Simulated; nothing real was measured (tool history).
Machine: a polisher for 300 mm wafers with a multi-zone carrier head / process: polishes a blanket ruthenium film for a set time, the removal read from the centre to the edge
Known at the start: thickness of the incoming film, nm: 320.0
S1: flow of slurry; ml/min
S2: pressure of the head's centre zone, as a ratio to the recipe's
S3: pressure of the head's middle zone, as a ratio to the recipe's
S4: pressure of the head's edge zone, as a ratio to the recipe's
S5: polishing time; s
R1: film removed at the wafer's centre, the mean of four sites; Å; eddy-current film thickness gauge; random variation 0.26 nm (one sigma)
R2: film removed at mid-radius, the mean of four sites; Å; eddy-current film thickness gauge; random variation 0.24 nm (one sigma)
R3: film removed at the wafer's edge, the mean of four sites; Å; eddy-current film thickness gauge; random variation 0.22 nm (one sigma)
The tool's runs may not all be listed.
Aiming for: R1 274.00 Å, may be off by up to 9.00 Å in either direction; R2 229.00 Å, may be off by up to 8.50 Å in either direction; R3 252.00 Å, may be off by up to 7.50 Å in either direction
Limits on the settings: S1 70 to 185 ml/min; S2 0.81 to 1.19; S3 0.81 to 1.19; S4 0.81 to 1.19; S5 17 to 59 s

run  hour   S1    S2    S3    S4  S5      R1      R2      R3
  1   0.0  120  1.00  1.00  1.00  38  421.76  408.71  416.31
  2   7.4  120  1.00  1.08  1.00  38  418.59  435.95  415.26
  3   8.2  120  1.00  1.08  1.07  38  419.96  437.45  422.51
  4  13.8  120  1.00  1.08  1.07  42  464.75  485.07  470.31
  5  15.3  115  1.01  1.04  1.05  37  410.34  414.54  418.46
  6  16.2  125  1.01  0.99  1.01  32  357.07  345.48  352.94
  7  18.3  130  1.02  0.96  0.99  29  331.29  302.53  322.67
  8  22.9  130  1.02  0.94  0.96  27  304.19  281.41  290.88
  9  31.8  120  1.03  0.91  0.94  27  307.04  276.41  286.13
 10  32.5   90  1.04  0.81  0.93  22  243.59  190.79  225.00
 11  38.2  120  1.03  0.85  0.95  22  248.02  210.53  235.71
 12  44.2  120  1.03  0.85  0.95  22  251.91  212.41  238.07
 13  49.1  150  1.05  0.87  0.98  22  259.66  223.31  244.43

Consider the 5 candidate settings below. Which is the only one whose results all fall within their allowed miss of target?
  A  54.0  170  1.06  0.92  0.96  21   ?   ?   ?
  B  54.0  135  1.08  0.90  0.93  22   ?   ?   ?
  C  54.0  155  0.95  0.91  0.91  22   ?   ?   ?
  D  54.0  170  1.10  0.93  1.11  21   ?   ?   ?
  E  54.0  150  0.98  0.91  1.08  22   ?   ?   ?

move      R1      R2      R3
   A  261.63  227.40  229.77
   B  269.41  227.01  232.16
   C  242.00  233.52  233.20
   D  271.60  229.15  245.25
   E  248.44  232.38  250.66
A: the biggest miss grows against the last run
B: puts the biggest miss on target and leaves a different result outside tolerance
C: the biggest miss grows against the last run
D: in spec on every target
E: the biggest miss grows against the last run
The right move is D.
